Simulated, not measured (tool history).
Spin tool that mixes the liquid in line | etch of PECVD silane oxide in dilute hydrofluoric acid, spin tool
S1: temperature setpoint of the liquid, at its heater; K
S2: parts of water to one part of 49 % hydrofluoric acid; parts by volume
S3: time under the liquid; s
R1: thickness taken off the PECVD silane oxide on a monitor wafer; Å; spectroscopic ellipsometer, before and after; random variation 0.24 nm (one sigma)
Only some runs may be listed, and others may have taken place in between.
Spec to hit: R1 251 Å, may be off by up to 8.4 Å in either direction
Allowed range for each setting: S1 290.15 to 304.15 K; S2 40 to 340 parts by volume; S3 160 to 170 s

Run 1, day 0: S1 296.15 K, S2 190 parts by volume, S3 160 s. Result: R1 170.85 Å.
Run 2, day 0.246: S1 298.15 K, S2 185 parts by volume, S3 160 s. Result: R1 187.26 Å.
Run 3, day 0.333: S1 299.65 K, S2 180 parts by volume, S3 160 s. Result: R1 204.35 Å.
Run 4, day 0.542: S1 300.65 K, S2 175 parts by volume, S3 160 s. Result: R1 223.96 Å.
Run 5, day 0.679: S1 301.65 K, S2 175 parts by volume, S3 160 s. Result: R1 228.67 Å.
Run 6, day 0.954: S1 301.65 K, S2 105 parts by volume, S3 160 s. Result: R1 423.63 Å.
Run 7, day 1.204: S1 298.65 K, S2 110 parts by volume, S3 160 s. Result: R1 353.6 Å.
Run 8, day 1.412: S1 296.15 K, S2 115 parts by volume, S3 160 s. Result: R1 309.7 Å.
Run 9, day 1.517: S1 294.65 K, S2 115 parts by volume, S3 160 s. Result: R1 290.5 Å.
Run 10, day 1.8: S1 293.65 K, S2 115 parts by volume, S3 160 s. Result: R1 277.64 Å.

Below are 4 possible settings for the next run. Only one of them brings all results inside the allowed miss of their targets. Which is it?
Run A, day 2.083: S1 294.15 K, S2 120 parts by volume, S3 165 s. Result: R1 ?.
Run B, day 2.083: S1 292.65 K, S2 115 parts by volume, S3 165 s. Result: R1 ?.
Run C, day 2.083: S1 294.15 K, S2 125 parts by volume, S3 170 s. Result: R1 ?.
Run D, day 2.083: S1 291.65 K, S2 115 parts by volume, S3 160 s. Result: R1 ?.

move      R1
   A  278.04
   B  274.52
   C  273.49
   D   255.5
A: as far off as the last run
B: an improvement on the last run, though not all results are within tolerance
C: an improvement on the last run, though not all results are within tolerance
D: all results in spec
Move D is the one to make.
